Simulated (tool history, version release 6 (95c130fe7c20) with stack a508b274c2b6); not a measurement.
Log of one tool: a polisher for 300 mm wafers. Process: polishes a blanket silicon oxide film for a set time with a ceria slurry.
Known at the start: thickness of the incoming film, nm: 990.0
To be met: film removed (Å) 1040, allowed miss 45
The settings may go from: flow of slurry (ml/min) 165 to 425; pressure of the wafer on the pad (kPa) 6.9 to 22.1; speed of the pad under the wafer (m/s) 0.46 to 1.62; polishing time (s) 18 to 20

| run | hour | flow of slurry (ml/min) | pressure of the wafer on the pad (kPa) | speed of the pad under the wafer (m/s) | polishing time (s) | film removed (Å) |
|---|---|---|---|---|---|---|
| 1 | 0 | 275 | 14.5 | 1.04 | 20 | 688.51 |
| 2 | 0.8 | 210 | 14.5 | 1.04 | 20 | 689.4 |
| 3 | 1.9 | 210 | 15.9 | 1.04 | 20 | 727.5 |
| 4 | 7.4 | 210 | 17.2 | 1.06 | 20 | 811.5 |
| 5 | 12.9 | 210 | 17.9 | 1.06 | 20 | 831.64 |
| 6 | 13.5 | 210 | 18.6 | 1.06 | 20 | 861.58 |
| 7 | 14.6 | 210 | 19.3 | 1.06 | 20 | 888.36 |
| 8 | 15.1 | 210 | 20 | 1.06 | 20 | 895.5 |
| 9 | 16.9 | 210 | 20.7 | 1.08 | 20 | 964.57 |
| 10 | 23.8 | 210 | 21.4 | 1.08 | 20 | 981.18 |

Which of these 4 next moves meets every target?
| A | 30.7 | 255 | 20.7 | 1.3 | 20 | ? |
| B | 30.7 | 230 | 22.1 | 1.02 | 20 | ? |
| C | 30.7 | 225 | 21.4 | 1.22 | 19 | ? |
| D | 30.7 | 170 | 21.4 | 1 | 20 | ? |

| move | film removed (Å) |
|---|---|
| A | 1144 |
| B | 945.74 |
| C | 1039.2 |
| D | 879.21 |
A: takes the result that was furthest off past its target
B: further off than the last run
C: meets every target
D: further off than the last run
The right move is C.
